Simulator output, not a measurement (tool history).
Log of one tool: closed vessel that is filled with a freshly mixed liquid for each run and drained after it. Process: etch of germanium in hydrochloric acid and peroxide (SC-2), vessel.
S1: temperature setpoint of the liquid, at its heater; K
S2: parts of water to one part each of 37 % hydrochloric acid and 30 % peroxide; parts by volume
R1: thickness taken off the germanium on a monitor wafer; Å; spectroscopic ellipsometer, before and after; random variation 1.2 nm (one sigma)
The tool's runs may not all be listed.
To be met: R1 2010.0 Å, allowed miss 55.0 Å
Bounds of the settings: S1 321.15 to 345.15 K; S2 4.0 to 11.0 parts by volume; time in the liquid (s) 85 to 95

Run 1, hour 0.0: S1 337.15 K, S2 6.0 parts by volume, time in the liquid (s) 85. Result: R1 2706.6 Å.
Run 2, hour 3.3: S1 337.15 K, S2 5.0 parts by volume, time in the liquid (s) 85. Result: R1 2721.3 Å.
Run 3, hour 4.4: S1 337.15 K, S2 5.0 parts by volume, time in the liquid (s) 85. Result: R1 2689.5 Å.
Run 4, hour 12.4: S1 336.15 K, S2 5.0 parts by volume, time in the liquid (s) 85. Result: R1 2641.5 Å.
Run 5, hour 14.2: S1 335.15 K, S2 5.0 parts by volume, time in the liquid (s) 85. Result: R1 2541.8 Å.
Run 6, hour 21.3: S1 335.15 K, S2 5.0 parts by volume, time in the liquid (s) 95. Result: R1 2889.6 Å.
Run 7, hour 27.4: S1 334.15 K, S2 5.0 parts by volume, time in the liquid (s) 95. Result: R1 2786.9 Å.
Run 8, hour 34.7: S1 333.15 K, S2 5.0 parts by volume, time in the liquid (s) 95. Result: R1 2699.5 Å.
Run 9, hour 38.1: S1 333.15 K, S2 5.0 parts by volume, time in the liquid (s) 95. Result: R1 2704.4 Å.
Run 10, hour 40.2: S1 332.15 K, S2 5.0 parts by volume, time in the liquid (s) 95. Result: R1 2599.0 Å.
Run 11, hour 48.8: S1 331.65 K, S2 5.0 parts by volume, time in the liquid (s) 95. Result: R1 2573.3 Å.
Run 12, hour 52.1: S1 331.15 K, S2 5.0 parts by volume, time in the liquid (s) 95. Result: R1 2552.4 Å.

5 next moves are on the table. One of them brings every result within its allowed miss. Which?
Run A, hour 55.4: S1 325.65 K, S2 4.0 parts by volume, time in the liquid (s) 85. Result: R1 ?.
Run B, hour 55.4: S1 321.15 K, S2 6.0 parts by volume, time in the liquid (s) 95. Result: R1 ?.
Run C, hour 55.4: S1 327.65 K, S2 7.0 parts by volume, time in the liquid (s) 85. Result: R1 ?.
Run D, hour 55.4: S1 330.15 K, S2 5.0 parts by volume, time in the liquid (s) 85. Result: R1 ?.
Run E, hour 55.4: S1 325.15 K, S2 5.5 parts by volume, time in the liquid (s) 85. Result: R1 ?.

move      R1
   A  1917.3
   B  1837.0
   C  2004.9
   D  2197.8
   E  1874.5
A: takes the result that was furthest off past its target
B: takes the result that was furthest off past its target
C: meets every target
D: nearer than the last run, and not there yet
E: takes the result that was furthest off past its target
The right move is C.
